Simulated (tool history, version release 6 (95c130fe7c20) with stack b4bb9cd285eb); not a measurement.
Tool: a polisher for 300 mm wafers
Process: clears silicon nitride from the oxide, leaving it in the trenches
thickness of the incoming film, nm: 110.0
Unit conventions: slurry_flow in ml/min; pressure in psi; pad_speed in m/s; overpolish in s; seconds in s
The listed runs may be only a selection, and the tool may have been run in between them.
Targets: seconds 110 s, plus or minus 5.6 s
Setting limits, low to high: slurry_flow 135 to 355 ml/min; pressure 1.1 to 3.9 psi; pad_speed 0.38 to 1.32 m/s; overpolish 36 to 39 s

run	hour	slurry_flow	pressure	pad_speed	overpolish	seconds
1	0	225	2.5	0.84	36	188.03
2	4.9	180	2.5	0.84	36	199.28
3	6.5	180	2.5	1.04	36	164.45
4	13.5	205	2.5	1.04	36	157.94
5	21.9	205	2.5	1.04	39	161.02
6	30.7	210	2.6	1.04	39	156.25
7	33.8	210	2.7	1.04	39	150.76
8	35.4	215	2.8	1.04	39	142.92
# hour 41.2: slurry nozzle cleaned
9	41.2	215	2.8	1.04	39	139.72
10	45.8	220	2.8	1.04	39	139.56
11	46.8	225	2.8	1.04	39	136.86
12	54.3	235	2.8	1.04	39	138.4

Exercise: of the 5 proposed moves below, exactly one satisfies all targets within the stated allowed misses. Which move is it?
A	61.8	225	3.4	0.98	36	?
B	61.8	230	2.9	0.8	39	?
C	61.8	170	3.2	0.74	39	?
D	61.8	235	3.5	1.2	36	?
E	61.8	265	3.6	1.04	36	?

move	seconds
A	123.38
B	168.68
C	170.42
D	100.29
E	109.52
A: closer than the last run, but not yet in spec
B: further off than the last run
C: further off than the last run
D: moves the result that the last run missed by most past its target, out the other side
E: every result lands within tolerance
Go with E: it meets all targets.
